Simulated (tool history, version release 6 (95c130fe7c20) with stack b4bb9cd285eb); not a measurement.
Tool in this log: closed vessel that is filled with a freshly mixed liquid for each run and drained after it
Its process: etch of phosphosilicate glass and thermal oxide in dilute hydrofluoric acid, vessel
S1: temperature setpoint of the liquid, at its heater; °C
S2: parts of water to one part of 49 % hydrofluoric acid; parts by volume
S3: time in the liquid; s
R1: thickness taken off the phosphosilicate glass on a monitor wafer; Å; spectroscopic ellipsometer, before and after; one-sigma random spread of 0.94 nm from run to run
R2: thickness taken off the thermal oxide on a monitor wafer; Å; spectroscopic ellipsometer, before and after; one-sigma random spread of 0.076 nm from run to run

run,hour,S1,S2,S3,R1,R2
1,0.0,24.0,95,60,639.95,30.191
2,6.6,25.5,90,60,728.14,33.113
3,11.3,22.0,90,60,627.37,29.329
4,18.1,23.5,85,60,708.99,33.985
5,25.2,25.0,80,60,807.04,37.461
6,33.7,25.0,80,75,1015.70,47.190
7,39.3,26.0,80,75,1049.10,49.007
8,46.1,27.0,80,75,1081.40,51.093
9,54.8,28.0,80,75,1151.70,54.481
10,61.2,28.0,80,75,1135.20,54.197

Run 11, settings as shown, results not yet in. Your forecast:
11,66.6,28.5,80,75,?,?

R1: 1168.30 Å
R2: 54.711 Å

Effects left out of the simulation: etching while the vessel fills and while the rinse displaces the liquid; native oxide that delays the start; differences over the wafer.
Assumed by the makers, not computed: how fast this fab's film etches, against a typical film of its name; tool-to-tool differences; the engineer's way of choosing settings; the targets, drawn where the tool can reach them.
